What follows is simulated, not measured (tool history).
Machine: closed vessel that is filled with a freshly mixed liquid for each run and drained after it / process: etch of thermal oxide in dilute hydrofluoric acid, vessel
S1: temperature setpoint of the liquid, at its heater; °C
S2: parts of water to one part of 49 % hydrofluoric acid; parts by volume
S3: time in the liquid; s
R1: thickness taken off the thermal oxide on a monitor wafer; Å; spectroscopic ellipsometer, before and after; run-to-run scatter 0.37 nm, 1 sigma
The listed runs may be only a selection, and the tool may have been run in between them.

Run 1, day 0.000: S1 22.0 °C, S2 185 parts by volume, S3 540 s. Result: R1 97.116 Å.
Run 2, day 0.108: S1 22.0 °C, S2 185 parts by volume, S3 540 s. Result: R1 97.104 Å.
Run 3, day 0.462: S1 22.0 °C, S2 185 parts by volume, S3 575 s. Result: R1 105.530 Å.
Run 4, day 0.604: S1 22.0 °C, S2 130 parts by volume, S3 575 s. Result: R1 156.960 Å.
Run 5, day 0.888: S1 19.0 °C, S2 130 parts by volume, S3 575 s. Result: R1 139.420 Å.
Run 6, day 1.112: S1 20.5 °C, S2 115 parts by volume, S3 575 s. Result: R1 168.830 Å.
Run 7, day 1.312: S1 21.5 °C, S2 105 parts by volume, S3 575 s. Result: R1 197.360 Å.
Run 8, day 1.433: S1 22.5 °C, S2 100 parts by volume, S3 575 s. Result: R1 219.560 Å.
Run 9, day 1.538: S1 23.5 °C, S2 100 parts by volume, S3 575 s. Result: R1 227.540 Å.

Forecast run 10:
Run 10, day 1.908: S1 24.5 °C, S2 95 parts by volume, S3 575 s. Result: R1 ?.

{"run 10": {"R1": 249.94}}
